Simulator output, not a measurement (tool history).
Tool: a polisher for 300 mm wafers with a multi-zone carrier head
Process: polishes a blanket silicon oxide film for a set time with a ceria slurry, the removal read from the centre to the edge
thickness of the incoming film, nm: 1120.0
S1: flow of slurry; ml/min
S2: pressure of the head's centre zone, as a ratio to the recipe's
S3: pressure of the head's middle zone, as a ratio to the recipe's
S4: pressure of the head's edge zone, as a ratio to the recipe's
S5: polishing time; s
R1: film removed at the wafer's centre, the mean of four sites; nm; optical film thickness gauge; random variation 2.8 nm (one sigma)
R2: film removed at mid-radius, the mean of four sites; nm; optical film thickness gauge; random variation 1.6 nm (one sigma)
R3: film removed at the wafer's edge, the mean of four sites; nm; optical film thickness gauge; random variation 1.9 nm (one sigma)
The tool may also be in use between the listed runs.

run,hour,S1,S2,S3,S4,S5,R1,R2,R3
1,0,200,1,1,1,69,356.5,356.86,356.94
2,7,200,1.01,0.99,0.96,62,338.64,317.39,313.23
3,15.6,250,1.01,0.99,0.96,62,334.32,327.06,314.71
4,23.9,255,1,0.98,0.94,56,302.15,292.19,287.01
5,31.7,255,1,0.98,1.02,56,306.81,290.76,300.52
6,40.7,255,1.03,0.98,1.02,56,320.25,286.25,291.39
7,48.3,260,1.02,0.98,0.99,51,279.34,267.08,269.7
8,56.5,205,1.12,0.96,0.89,40,235.5,199.56,195.94
9,60.7,215,1.1,0.97,0.9,40,233.18,201.22,194.85
10,65.4,225,1.09,0.98,0.91,40,233.71,205.07,200.23

Run 11 comes next. What will it give?
11,69.3,230,1.08,0.99,0.92,40,?,?,?

Run 11 gave R1 234.18 nm, R2 208.79 nm, R3 200.82 nm.
